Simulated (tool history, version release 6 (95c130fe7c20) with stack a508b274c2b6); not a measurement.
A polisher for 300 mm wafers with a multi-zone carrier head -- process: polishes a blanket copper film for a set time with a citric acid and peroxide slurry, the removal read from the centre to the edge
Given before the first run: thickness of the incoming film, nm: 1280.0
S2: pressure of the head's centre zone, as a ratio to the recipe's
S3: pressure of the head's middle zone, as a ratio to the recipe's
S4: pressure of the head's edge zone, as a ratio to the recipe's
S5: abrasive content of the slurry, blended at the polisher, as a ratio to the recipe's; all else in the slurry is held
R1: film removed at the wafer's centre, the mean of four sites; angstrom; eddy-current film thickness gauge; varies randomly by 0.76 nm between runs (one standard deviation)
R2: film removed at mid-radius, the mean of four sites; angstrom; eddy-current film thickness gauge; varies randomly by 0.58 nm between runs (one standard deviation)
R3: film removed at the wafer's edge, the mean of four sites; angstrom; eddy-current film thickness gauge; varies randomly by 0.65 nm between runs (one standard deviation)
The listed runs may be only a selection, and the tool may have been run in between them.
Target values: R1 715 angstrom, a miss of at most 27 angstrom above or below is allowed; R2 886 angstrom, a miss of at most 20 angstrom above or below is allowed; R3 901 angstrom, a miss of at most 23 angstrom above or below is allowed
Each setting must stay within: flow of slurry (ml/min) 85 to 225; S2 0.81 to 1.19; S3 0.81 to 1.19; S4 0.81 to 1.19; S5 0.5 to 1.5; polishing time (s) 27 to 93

run 1 hour=0 | flow_of_slurry_(ml/min)=145 S2=1 S3=1 S4=1 S5=1 polishing_time_(s)=59 | R1=1310.8 R2=1341 R3=1365.6
run 2 hour=7.5 | flow_of_slurry_(ml/min)=135 S2=0.97 S3=1 S4=0.99 S5=0.9 polishing_time_(s)=57 | R1=1194.3 R2=1257.4 R3=1267.9
run 3 hour=8.6 | flow_of_slurry_(ml/min)=135 S2=0.97 S3=1 S4=1.04 S5=0.9 polishing_time_(s)=57 | R1=1190.1 R2=1243.3 R3=1279.3
run 4 hour=11 | flow_of_slurry_(ml/min)=135 S2=0.97 S3=1 S4=1.04 S5=0.9 polishing_time_(s)=70 | R1=1457.6 R2=1543.3 R3=1568.2
run 5 hour=19.6 | flow_of_slurry_(ml/min)=125 S2=0.94 S3=1 S4=1.04 S5=0.85 polishing_time_(s)=66 | R1=1304.6 R2=1406.6 R3=1477.5
run 6 hour=22.6 | flow_of_slurry_(ml/min)=125 S2=0.92 S3=1.01 S4=1.03 S5=0.8 polishing_time_(s)=62 | R1=1174.5 R2=1311.6 R3=1348.1
run 7 hour=25.1 | flow_of_slurry_(ml/min)=120 S2=0.9 S3=1.01 S4=1.02 S5=0.75 polishing_time_(s)=59 | R1=1054.7 R2=1244 R3=1266
run 8 hour=29.4 | flow_of_slurry_(ml/min)=105 S2=0.85 S3=0.91 S4=0.92 S5=0.5 polishing_time_(s)=44 | R1=674.21 R2=755.67 R3=820.09
run 9 hour=35.4 | flow_of_slurry_(ml/min)=115 S2=0.84 S3=0.92 S4=0.93 S5=0.5 polishing_time_(s)=44 | R1=698.62 R2=785.81 R3=839.47
run 10 hour=36.2 | flow_of_slurry_(ml/min)=130 S2=0.81 S3=1.02 S4=1.03 S5=0.55 polishing_time_(s)=41 | R1=663.96 R2=844.29 R3=853.78
run 11 hour=37.4 | flow_of_slurry_(ml/min)=135 S2=0.81 S3=1.02 S4=1.04 S5=0.55 polishing_time_(s)=41 | R1=644.35 R2=857.08 R3=854.27
run 12 hour=45.1 | flow_of_slurry_(ml/min)=135 S2=0.81 S3=1.02 S4=1.04 S5=0.55 polishing_time_(s)=41 | R1=662.15 R2=855.54 R3=849.68
run 13 hour=50.1 | flow_of_slurry_(ml/min)=140 S2=0.82 S3=1.02 S4=1.05 S5=0.55 polishing_time_(s)=41 | R1=670.83 R2=861.8 R3=861.84

Which of these 4 next moves meets every target?
run A hour=55.1 | flow_of_slurry_(ml/min)=125 S2=0.86 S3=1.05 S4=1.09 S5=0.6 polishing_time_(s)=42 | R1=? R2=? R3=?
run B hour=55.1 | flow_of_slurry_(ml/min)=155 S2=0.86 S3=0.91 S4=1.15 S5=0.75 polishing_time_(s)=40 | R1=? R2=? R3=?
run C hour=55.1 | flow_of_slurry_(ml/min)=130 S2=0.9 S3=1.04 S4=0.97 S5=0.65 polishing_time_(s)=41 | R1=? R2=? R3=?
run D hour=55.1 | flow_of_slurry_(ml/min)=160 S2=0.87 S3=1.12 S4=0.99 S5=0.6 polishing_time_(s)=37 | R1=? R2=? R3=?

move=A R1=704.27 R2=885.68 R3=907.49
move=B R1=732.81 R2=812.37 R3=953.19
move=C R1=736.58 R2=876.44 R3=852.72
move=D R1=668.34 R2=871 R3=792
A: all results land within tolerance of their targets
B: takes the biggest miss from the last run beyond its target
C: its largest miss is bigger than the last run's
D: its largest miss is bigger than the last run's
Move A is the one to make.
